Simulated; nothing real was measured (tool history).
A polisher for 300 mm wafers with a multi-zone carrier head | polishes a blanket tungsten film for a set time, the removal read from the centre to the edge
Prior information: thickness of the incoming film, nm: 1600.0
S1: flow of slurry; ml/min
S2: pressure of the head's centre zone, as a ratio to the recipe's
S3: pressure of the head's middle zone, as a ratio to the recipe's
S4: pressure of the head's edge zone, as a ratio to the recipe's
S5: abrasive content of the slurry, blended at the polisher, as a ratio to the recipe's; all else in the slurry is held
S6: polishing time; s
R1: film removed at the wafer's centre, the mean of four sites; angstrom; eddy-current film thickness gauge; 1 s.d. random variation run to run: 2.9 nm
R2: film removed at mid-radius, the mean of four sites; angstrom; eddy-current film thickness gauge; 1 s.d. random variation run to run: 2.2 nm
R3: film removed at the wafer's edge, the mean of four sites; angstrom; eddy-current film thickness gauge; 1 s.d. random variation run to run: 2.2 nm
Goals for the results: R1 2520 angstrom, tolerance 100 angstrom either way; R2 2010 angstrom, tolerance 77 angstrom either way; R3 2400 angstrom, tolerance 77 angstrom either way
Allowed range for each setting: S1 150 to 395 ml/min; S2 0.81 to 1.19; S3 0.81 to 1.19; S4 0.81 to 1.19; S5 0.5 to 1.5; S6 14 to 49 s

run  hour   S1    S2    S3    S4  S5  S6      R1      R2      R3
  1     0  250     1     1     1   1  31  1987.5  1921.9  1952.7
  2   6.6  250     1  0.92     1   1  31  1997.9  1822.8  1919.7
  3  15.2  250     1  0.92     1   1  34    2147  1975.2  2162.3
  4    17  250     1  0.92  1.07   1  34  2142.7  1975.5  2218.6
  5    26  260  1.02  0.91  1.09   1  34  2206.9  1948.5  2240.5
  6    33  260  1.02  0.98  1.09   1  34    2206  2071.3  2236.7
  7  35.1  265  1.04  0.96  1.11   1  34  2260.9  2044.9  2275.3
  8  43.7  270  1.06  0.95  1.12   1  34  2282.1  2008.6  2278.9
  9  46.1  275  1.08  0.95  1.13   1  34  2360.7  2084.2  2301.3
 10  49.8  275  1.09  0.93  1.14   1  34  2391.3  1950.1  2288.3
 11  53.7  280  1.09  0.93  1.15   1  34  2358.4  2038.8  2329.2
 12  57.7  280   1.1  0.92  1.16   1  34  2411.7  1958.2  2363.3

4 candidate next runs follow, results not yet known. Just one meets every target within its allowed miss. Identify it.
  A  61.7  365  1.07  0.82  1.19   1.3  32   ?   ?   ?
  B  61.7  295  1.18  0.86  1.17  1.15  33   ?   ?   ?
  C  61.7  210  1.09  0.91  1.19   1.1  34   ?   ?   ?
  D  61.7  245   1.1  0.88   1.1  1.15  35   ?   ?   ?

move      R1      R2      R3
   A  2376.8  1848.2    2370
   B  2582.9  1894.2  2324.5
   C  2348.3  1961.4  2333.2
   D    2506  2014.4  2357.6
A: lands further from the targets than the last run did
B: puts the biggest miss on target and leaves a different result outside tolerance
C: lands further from the targets than the last run did
D: every result within its allowed miss
Go with D: it meets all targets.
